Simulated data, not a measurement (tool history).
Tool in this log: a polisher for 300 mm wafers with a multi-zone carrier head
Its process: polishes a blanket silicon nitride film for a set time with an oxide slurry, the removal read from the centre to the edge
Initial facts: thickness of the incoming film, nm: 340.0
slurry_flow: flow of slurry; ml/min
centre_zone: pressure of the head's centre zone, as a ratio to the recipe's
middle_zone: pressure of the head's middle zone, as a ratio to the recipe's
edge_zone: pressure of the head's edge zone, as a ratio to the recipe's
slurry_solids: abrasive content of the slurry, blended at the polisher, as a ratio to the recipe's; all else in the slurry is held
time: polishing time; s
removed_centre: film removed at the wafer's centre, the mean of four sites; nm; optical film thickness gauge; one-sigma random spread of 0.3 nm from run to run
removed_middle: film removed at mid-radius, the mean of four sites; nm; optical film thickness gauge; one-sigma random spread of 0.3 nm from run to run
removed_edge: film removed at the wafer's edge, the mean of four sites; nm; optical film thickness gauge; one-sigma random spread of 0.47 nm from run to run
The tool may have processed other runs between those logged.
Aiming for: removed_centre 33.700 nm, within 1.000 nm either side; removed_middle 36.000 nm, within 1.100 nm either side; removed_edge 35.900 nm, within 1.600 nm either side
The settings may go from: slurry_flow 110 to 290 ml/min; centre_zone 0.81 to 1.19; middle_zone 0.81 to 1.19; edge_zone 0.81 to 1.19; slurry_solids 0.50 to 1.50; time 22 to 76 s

run,hour,slurry_flow,centre_zone,middle_zone,edge_zone,slurry_solids,time,removed_centre,removed_middle,removed_edge
1,0.0,185,1.00,1.00,1.00,1.00,49,28.220,27.683,27.218
2,2.8,190,1.00,1.02,1.03,1.05,49,28.634,28.493,28.427
3,6.3,190,1.00,1.02,1.03,1.05,55,32.179,32.754,31.504
4,11.3,200,1.00,1.03,1.05,1.05,55,32.419,32.505,32.256
5,12.1,205,1.00,1.05,1.06,1.05,55,32.824,33.029,32.172
6,17.4,210,0.99,1.06,1.08,1.10,55,33.225,34.178,33.029
7,24.4,210,0.98,1.06,1.10,1.10,55,32.303,34.057,33.365
8,32.4,215,0.98,1.06,1.11,1.10,55,32.660,34.219,33.703
9,39.5,220,0.98,1.06,1.12,1.10,55,32.683,34.222,33.536
10,46.8,220,0.98,1.06,1.13,1.10,55,33.014,34.495,33.848
11,55.2,220,0.98,1.06,1.14,1.10,55,32.704,34.265,34.013
12,63.6,225,0.98,1.06,1.15,1.10,55,32.901,34.278,34.185
13,68.3,225,0.98,1.06,1.15,1.10,55,32.812,34.590,33.804
14,69.7,225,0.97,1.06,1.16,1.15,55,33.030,35.179,34.664

Next run, 5 choices. One meets every target within its allowed miss, the rest don't. Which?
A,71.1,220,1.02,1.05,1.17,1.05,56,?,?,?
B,71.1,290,1.00,1.10,1.09,1.35,50,?,?,?
C,71.1,220,0.89,0.97,0.98,1.45,57,?,?,?
D,71.1,245,0.93,0.98,1.19,1.15,57,?,?,?
E,71.1,250,1.01,1.10,1.09,1.35,49,?,?,?

move,removed_centre,removed_middle,removed_edge
A,34.901,33.508,35.424
B,34.232,34.742,33.750
C,34.316,35.294,36.523
D,33.853,33.561,37.842
E,33.292,33.517,32.687
A: brings the last run's worst result on target, with another outside its allowed miss
B: misses by more than the last run did
C: hits every target within its allowed miss
D: takes the biggest miss from the last run beyond its target
E: misses by more than the last run did
C is the move that brings every result within its allowed miss.

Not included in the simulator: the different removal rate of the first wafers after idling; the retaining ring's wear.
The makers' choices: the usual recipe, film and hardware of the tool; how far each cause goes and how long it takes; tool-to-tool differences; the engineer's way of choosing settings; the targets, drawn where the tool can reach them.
